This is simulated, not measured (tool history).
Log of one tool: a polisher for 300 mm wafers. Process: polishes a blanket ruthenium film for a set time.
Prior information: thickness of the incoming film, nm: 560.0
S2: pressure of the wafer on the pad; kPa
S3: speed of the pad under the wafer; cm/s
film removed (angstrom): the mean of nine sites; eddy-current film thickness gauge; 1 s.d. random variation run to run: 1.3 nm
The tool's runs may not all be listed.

{"run": 1, "hour": 0.0, "flow of slurry (ml/min)": 215, "S2": 13.8, "S3": 108, "polishing time (s)": 49, "film removed (angstrom)": 651.28}
{"run": 2, "hour": 2.3, "flow of slurry (ml/min)": 245, "S2": 13.8, "S3": 108, "polishing time (s)": 49, "film removed (angstrom)": 655.62}
{"run": 3, "hour": 7.6, "flow of slurry (ml/min)": 245, "S2": 13.8, "S3": 128, "polishing time (s)": 49, "film removed (angstrom)": 768.02}
{"run": 4, "hour": 10.0, "flow of slurry (ml/min)": 245, "S2": 14.5, "S3": 128, "polishing time (s)": 49, "film removed (angstrom)": 800.17}
{"run": 5, "hour": 14.4, "flow of slurry (ml/min)": 245, "S2": 14.5, "S3": 106, "polishing time (s)": 49, "film removed (angstrom)": 689.9}
{"run": 6, "hour": 19.8, "flow of slurry (ml/min)": 245, "S2": 14.5, "S3": 106, "polishing time (s)": 52, "film removed (angstrom)": 706.5}
{"run": 7, "hour": 24.7, "flow of slurry (ml/min)": 245, "S2": 14.5, "S3": 106, "polishing time (s)": 52, "film removed (angstrom)": 713.62}
{"run": 8, "hour": 30.7, "flow of slurry (ml/min)": 245, "S2": 15.2, "S3": 106, "polishing time (s)": 52, "film removed (angstrom)": 749.67}

Predict the results of run 9:
{"run": 9, "hour": 31.5, "flow of slurry (ml/min)": 245, "S2": 15.9, "S3": 106, "polishing time (s)": 52, "film removed (angstrom)": "?"}

{"run 9": {"film removed (angstrom)": 784.5}}
